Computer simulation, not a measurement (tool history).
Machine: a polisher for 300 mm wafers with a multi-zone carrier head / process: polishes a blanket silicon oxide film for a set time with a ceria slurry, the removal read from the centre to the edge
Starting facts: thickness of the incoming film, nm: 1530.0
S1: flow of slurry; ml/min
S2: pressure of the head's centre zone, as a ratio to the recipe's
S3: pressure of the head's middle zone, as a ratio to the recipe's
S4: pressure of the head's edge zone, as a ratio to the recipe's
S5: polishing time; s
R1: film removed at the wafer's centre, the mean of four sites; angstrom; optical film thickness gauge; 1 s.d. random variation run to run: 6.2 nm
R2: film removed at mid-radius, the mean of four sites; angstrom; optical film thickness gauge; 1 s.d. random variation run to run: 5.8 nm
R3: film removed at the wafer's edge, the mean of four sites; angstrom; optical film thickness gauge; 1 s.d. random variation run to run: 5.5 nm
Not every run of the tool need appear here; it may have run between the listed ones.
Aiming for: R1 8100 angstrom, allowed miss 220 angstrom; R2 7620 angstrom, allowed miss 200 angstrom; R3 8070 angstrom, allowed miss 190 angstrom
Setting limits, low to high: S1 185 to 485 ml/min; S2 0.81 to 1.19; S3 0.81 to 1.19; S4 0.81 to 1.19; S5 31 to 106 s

run 1 day=0 | S1=310 S2=1 S3=1 S4=1 S5=68 | R1=5048.3 R2=5183.7 R3=5343.5
run 2 day=0.129 | S1=320 S2=1.03 S3=1.02 S4=1.04 S5=73 | R1=5638.6 R2=5740.5 R3=5721
run 3 day=0.304 | S1=315 S2=1.04 S3=1 S4=1.05 S5=79 | R1=6044.7 R2=6135.9 R3=6248.9
run 4 day=0.612 | S1=265 S2=1.04 S3=1 S4=1.05 S5=79 | R1=5977.2 R2=5981.2 R3=6258
run 5 day=0.938 | S1=250 S2=1.06 S3=1 S4=1.06 S5=83 | R1=6387.6 R2=6272.5 R3=6562.8
run 6 day=1.104 | S1=210 S2=1.06 S3=1 S4=1.06 S5=83 | R1=6287.8 R2=6259.5 R3=6410.3
run 7 day=1.288 | S1=250 S2=1.08 S3=1.01 S4=1.09 S5=85 | R1=6697.5 R2=6367.4 R3=6781.4
run 8 day=1.521 | S1=250 S2=1.08 S3=1.01 S4=1.09 S5=85 | R1=6705.5 R2=6515.4 R3=6717.9
run 9 day=1.642 | S1=275 S2=1.09 S3=1.01 S4=1.11 S5=87 | R1=7067.4 R2=6742.8 R3=7071.2
run 10 day=1.788 | S1=365 S2=1.13 S3=1.07 S4=1.19 S5=92 | R1=7767.8 R2=7666.9 R3=7886.4
run 11 day=2.15 | S1=370 S2=1.13 S3=1.06 S4=1.19 S5=92 | R1=7852.6 R2=7487.6 R3=7840.4

Exactly one of the 4 candidate moves below puts every result within its allowed miss. Which one?
run A day=2.512 | S1=405 S2=1.07 S3=1.03 S4=1.19 S5=100 | R1=? R2=? R3=?
run B day=2.512 | S1=350 S2=1.15 S3=1.02 S4=1.19 S5=89 | R1=? R2=? R3=?
run C day=2.512 | S1=445 S2=1.14 S3=1.05 S4=1.19 S5=94 | R1=? R2=? R3=?
run D day=2.512 | S1=400 S2=1.09 S3=1.05 S4=1.11 S5=93 | R1=? R2=? R3=?

move=A R1=7966.9 R2=7919.7 R3=8400.8
move=B R1=7545.9 R2=6922.3 R3=7423.8
move=C R1=8033 R2=7607.1 R3=7929.2
move=D R1=7543.4 R2=7480.9 R3=7530.4
A: pushes the last run's worst result past its target
B: the biggest miss grows against the last run
C: all results land within tolerance of their targets
D: the biggest miss grows against the last run
C meets every target.
